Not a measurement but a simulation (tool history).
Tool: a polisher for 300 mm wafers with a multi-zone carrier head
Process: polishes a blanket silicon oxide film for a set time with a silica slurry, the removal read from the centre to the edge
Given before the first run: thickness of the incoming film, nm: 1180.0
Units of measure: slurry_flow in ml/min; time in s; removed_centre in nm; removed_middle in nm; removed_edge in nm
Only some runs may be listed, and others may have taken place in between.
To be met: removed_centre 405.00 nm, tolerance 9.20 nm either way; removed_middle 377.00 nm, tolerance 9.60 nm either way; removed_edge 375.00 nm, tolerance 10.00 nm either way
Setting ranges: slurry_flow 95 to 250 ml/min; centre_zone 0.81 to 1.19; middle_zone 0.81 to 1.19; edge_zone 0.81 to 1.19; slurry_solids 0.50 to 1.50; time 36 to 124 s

run 1 hour=0.0 | slurry_flow=160 centre_zone=1.00 middle_zone=1.00 edge_zone=1.00 slurry_solids=1.00 time=79 | removed_centre=302.74 removed_middle=310.51 removed_edge=307.76
run 2 hour=8.2 | slurry_flow=160 centre_zone=0.97 middle_zone=1.00 edge_zone=1.00 slurry_solids=1.00 time=79 | removed_centre=297.54 removed_middle=310.36 removed_edge=311.35
run 3 hour=16.8 | slurry_flow=145 centre_zone=0.97 middle_zone=1.00 edge_zone=1.00 slurry_solids=1.00 time=79 | removed_centre=289.32 removed_middle=306.18 removed_edge=303.20
run 4 hour=21.4 | slurry_flow=145 centre_zone=0.97 middle_zone=1.00 edge_zone=1.07 slurry_solids=1.00 time=79 | removed_centre=290.60 removed_middle=303.79 removed_edge=315.20
run 5 hour=24.6 | slurry_flow=155 centre_zone=1.00 middle_zone=1.01 edge_zone=1.08 slurry_solids=1.00 time=79 | removed_centre=299.22 removed_middle=311.99 removed_edge=312.84
run 6 hour=28.4 | slurry_flow=165 centre_zone=1.02 middle_zone=1.01 edge_zone=1.09 slurry_solids=1.05 time=79 | removed_centre=316.19 removed_middle=323.99 removed_edge=328.95
run 7 hour=31.5 | slurry_flow=175 centre_zone=1.04 middle_zone=1.01 edge_zone=1.10 slurry_solids=1.05 time=79 | removed_centre=328.02 removed_middle=326.50 removed_edge=335.01
run 8 hour=34.1 | slurry_flow=185 centre_zone=1.06 middle_zone=1.02 edge_zone=1.11 slurry_solids=1.05 time=79 | removed_centre=329.23 removed_middle=330.21 removed_edge=330.60
run 9 hour=40.1 | slurry_flow=190 centre_zone=1.16 middle_zone=1.02 edge_zone=1.14 slurry_solids=1.30 time=80 | removed_centre=406.76 removed_middle=376.90 removed_edge=391.16

Which one of the following 4 next-run settings gets every result inside its allowed miss? There is exactly one.
run A hour=46.1 | slurry_flow=195 centre_zone=1.19 middle_zone=1.07 edge_zone=1.17 slurry_solids=1.10 time=79 | removed_centre=? removed_middle=? removed_edge=?
run B hour=46.1 | slurry_flow=180 centre_zone=1.16 middle_zone=1.05 edge_zone=1.12 slurry_solids=1.30 time=76 | removed_centre=? removed_middle=? removed_edge=?
run C hour=46.1 | slurry_flow=230 centre_zone=1.15 middle_zone=1.19 edge_zone=1.10 slurry_solids=1.35 time=72 | removed_centre=? removed_middle=? removed_edge=?
run D hour=46.1 | slurry_flow=185 centre_zone=1.17 middle_zone=1.03 edge_zone=1.09 slurry_solids=1.25 time=81 | removed_centre=? removed_middle=? removed_edge=?

move=A removed_centre=373.67 removed_middle=360.49 removed_edge=357.55
move=B removed_centre=376.62 removed_middle=364.95 removed_edge=361.28
move=C removed_centre=375.88 removed_middle=406.03 removed_edge=353.78
move=D removed_centre=398.82 removed_middle=377.68 removed_edge=374.72
A: moves the result that the last run missed by most past its target, out the other side
B: moves the result that the last run missed by most past its target, out the other side
C: moves the result that the last run missed by most past its target, out the other side
D: hits every target within its allowed miss
The move that meets every target is D.
